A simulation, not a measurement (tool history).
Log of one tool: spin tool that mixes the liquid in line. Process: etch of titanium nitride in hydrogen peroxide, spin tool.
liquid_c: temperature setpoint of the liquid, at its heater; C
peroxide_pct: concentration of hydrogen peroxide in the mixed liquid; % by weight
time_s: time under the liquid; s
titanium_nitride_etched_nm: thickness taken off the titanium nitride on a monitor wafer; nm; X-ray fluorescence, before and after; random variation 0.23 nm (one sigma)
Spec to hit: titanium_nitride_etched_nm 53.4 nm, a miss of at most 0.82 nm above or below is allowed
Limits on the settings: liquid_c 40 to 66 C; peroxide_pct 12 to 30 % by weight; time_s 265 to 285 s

run    day  liquid_c  peroxide_pct  time_s  titanium_nitride_etched_nm
  1      0        56          22.5     265                      28.928
  2  0.346        56          22.5     265                      29.033
  3  0.667        53          22.5     265                      23.637
  4  0.933      55.5          22.5     265                      28.199
  5  0.971      57.5          22.5     265                      32.225
  6  1.071        60          22.5     265                      38.026
     1.312  -- peroxide flow meter replaced
  7  1.312        61          22.5     265                      40.465
  8  1.646        62          22.5     265                      43.494
  9  1.942      65.5          22.5     265                      54.481

Which one of the following 4 next-run settings gets every result inside its allowed miss? There is exactly one.
  A  2.238        65          20.5     275                           ?
  B  2.238      65.5          25.5     265                           ?
  C  2.238      64.5            23     285                           ?
  D  2.238      65.5          21.5     275                           ?

move  titanium_nitride_etched_nm
   A                      53.674
   B                       56.04
   C                       55.17
   D                      56.042
A: all results land within tolerance of their targets
B: its largest miss is bigger than the last run's
C: its largest miss is bigger than the last run's
D: its largest miss is bigger than the last run's
A is the move that brings every result within its allowed miss.

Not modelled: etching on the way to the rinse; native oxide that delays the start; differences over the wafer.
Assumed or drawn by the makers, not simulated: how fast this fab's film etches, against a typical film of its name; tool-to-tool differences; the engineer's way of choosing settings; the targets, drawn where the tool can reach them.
